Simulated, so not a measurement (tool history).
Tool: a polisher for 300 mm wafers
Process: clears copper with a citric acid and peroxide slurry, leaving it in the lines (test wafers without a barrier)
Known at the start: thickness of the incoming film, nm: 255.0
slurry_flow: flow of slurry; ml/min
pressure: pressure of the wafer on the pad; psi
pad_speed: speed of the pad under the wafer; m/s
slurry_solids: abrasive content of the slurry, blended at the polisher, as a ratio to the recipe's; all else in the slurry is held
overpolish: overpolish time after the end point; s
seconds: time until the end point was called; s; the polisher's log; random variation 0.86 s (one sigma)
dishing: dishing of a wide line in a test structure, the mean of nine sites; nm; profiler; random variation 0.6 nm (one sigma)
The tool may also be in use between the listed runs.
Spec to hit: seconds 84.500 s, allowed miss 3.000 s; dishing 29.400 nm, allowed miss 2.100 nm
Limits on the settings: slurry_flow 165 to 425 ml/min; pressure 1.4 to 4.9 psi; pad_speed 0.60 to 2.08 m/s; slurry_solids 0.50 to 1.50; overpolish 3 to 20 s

run,hour,slurry_flow,pressure,pad_speed,slurry_solids,overpolish,seconds,dishing
1,0.0,275,3.1,1.34,1.00,10,67.070,22.475
2,1.4,275,3.0,1.34,1.00,11,70.203,25.541
3,8.8,275,2.9,1.34,1.00,11,71.663,25.416
4,14.2,330,2.9,1.34,1.00,11,71.327,24.285
5,20.0,330,2.9,1.34,1.00,8,71.046,17.956
6,25.5,330,2.9,1.34,1.20,8,68.225,20.191
7,29.4,330,2.8,1.34,1.25,9,69.596,21.095
8,31.6,330,2.7,1.34,1.25,10,73.430,22.289

5 next moves are on the table. One of them brings every result within its allowed miss. Which?
A,33.8,330,2.4,1.28,1.20,8,?,?
B,33.8,335,2.7,1.08,1.20,9,?,?
C,33.8,355,3.3,1.38,1.20,9,?,?
D,33.8,330,2.5,1.28,1.45,9,?,?
E,33.8,370,2.4,1.24,1.25,16,?,?

move,seconds,dishing
A,85.377,16.290
B,87.101,17.868
C,58.676,25.574
D,78.539,19.579
E,85.953,29.848
A: brings the result that was furthest off to its target, and leaves another outside
B: brings the result that was furthest off to its target, and leaves another outside
C: its largest miss is bigger than the last run's
D: its largest miss is bigger than the last run's
E: all results in spec
Answer: E
